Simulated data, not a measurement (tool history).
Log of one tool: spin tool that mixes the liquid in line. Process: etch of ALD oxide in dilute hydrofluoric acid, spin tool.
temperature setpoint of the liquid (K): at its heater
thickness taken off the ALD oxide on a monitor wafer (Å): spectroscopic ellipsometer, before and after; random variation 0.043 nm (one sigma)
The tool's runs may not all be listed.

run	day	temperature setpoint of the liquid (K)	parts of water to one part of 49 % hydrofluoric acid (parts by volume)	time under the liquid (s)	thickness taken off the ALD oxide on a monitor wafer (Å)
1	0	293.15	145	60	114.46
2	0.138	293.15	105	60	164.29
3	0.3	292.15	125	60	127.35
4	0.554	292.15	125	65	140.07
5	0.85	292.15	100	65	179.73
6	1.104	291.65	125	65	137.32

Run 7 comes next. What will it give?
7	1.179	291.15	140	65	?

Run 7 gave thickness taken off the ALD oxide on a monitor wafer (Å) 118.15.
